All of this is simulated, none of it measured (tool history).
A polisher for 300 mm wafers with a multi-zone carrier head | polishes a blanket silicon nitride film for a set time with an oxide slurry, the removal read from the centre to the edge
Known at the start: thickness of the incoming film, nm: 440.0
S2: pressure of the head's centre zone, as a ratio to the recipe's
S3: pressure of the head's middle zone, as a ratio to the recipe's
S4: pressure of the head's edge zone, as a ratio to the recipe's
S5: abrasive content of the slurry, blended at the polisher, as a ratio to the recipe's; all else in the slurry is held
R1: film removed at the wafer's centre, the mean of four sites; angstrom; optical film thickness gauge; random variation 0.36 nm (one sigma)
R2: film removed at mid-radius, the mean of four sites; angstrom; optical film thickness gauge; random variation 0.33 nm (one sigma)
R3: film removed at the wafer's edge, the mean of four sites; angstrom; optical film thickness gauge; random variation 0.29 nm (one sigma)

Run 1, hour 0: flow of slurry (ml/min) 135, S2 1, S3 1, S4 1, S5 1, polishing time (s) 59. Result: R1 420.38 angstrom, R2 429 angstrom, R3 417.49 angstrom.
Run 2, hour 7.7: flow of slurry (ml/min) 135, S2 1, S3 1, S4 1, S5 0.85, polishing time (s) 59. Result: R1 387.28 angstrom, R2 389.23 angstrom, R3 382.9 angstrom.
Run 3, hour 16.5: flow of slurry (ml/min) 135, S2 0.99, S3 1.02, S4 1, S5 0.85, polishing time (s) 59. Result: R1 382.85 angstrom, R2 395.74 angstrom, R3 380.61 angstrom.
Run 4, hour 20: flow of slurry (ml/min) 135, S2 0.98, S3 1.04, S4 1, S5 0.85, polishing time (s) 59. Result: R1 374.95 angstrom, R2 397.57 angstrom, R3 379.84 angstrom.
Run 5, hour 22.6: flow of slurry (ml/min) 135, S2 0.91, S3 1.04, S4 1, S5 0.85, polishing time (s) 59. Result: R1 346.34 angstrom, R2 406.91 angstrom, R3 381.2 angstrom.
Run 6, hour 25.5: flow of slurry (ml/min) 135, S2 0.91, S3 1.07, S4 1, S5 0.85, polishing time (s) 59. Result: R1 343.73 angstrom, R2 406.15 angstrom, R3 379.46 angstrom.

The next listed run, before its measurement:
Run 7, hour 30.8: flow of slurry (ml/min) 170, S2 0.82, S3 1.17, S4 0.91, S5 0.95, polishing time (s) 59. Result: R1 ?, R2 ?, R3 ?.

Run 7 gave R1 351.63 angstrom, R2 500.25 angstrom, R3 405.28 angstrom.
